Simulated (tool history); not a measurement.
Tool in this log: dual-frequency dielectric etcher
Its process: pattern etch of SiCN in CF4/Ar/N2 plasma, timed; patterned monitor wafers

| run | day | source power (kW) | bias power (kW) | Ar flow (sccm) | CF4 flow (sccm) | etch time (s) | mean etch depth across the wafer (Å) |
|---|---|---|---|---|---|---|---|
| 1 | 0.000 | 0.570 | 0.066 | 126 | 71 | 35 | 340.08 |
| 2 | 0.238 | 0.570 | 0.066 | 126 | 80 | 35 | 348.35 |
| 3 | 0.583 | 0.570 | 0.066 | 126 | 74 | 35 | 345.56 |
| 4 | 0.804 | 0.590 | 0.066 | 126 | 74 | 35 | 356.38 |
| 5 | 0.908 | 0.590 | 0.066 | 115 | 74 | 35 | 360.08 |
| 6 | 0.975 | 0.590 | 0.066 | 127 | 74 | 35 | 357.58 |

For run 7, what comes out?
| 7 | 1.142 | 0.590 | 0.066 | 127 | 74 | 35 | ? |

mean etch depth across the wafer (Å): 353.08
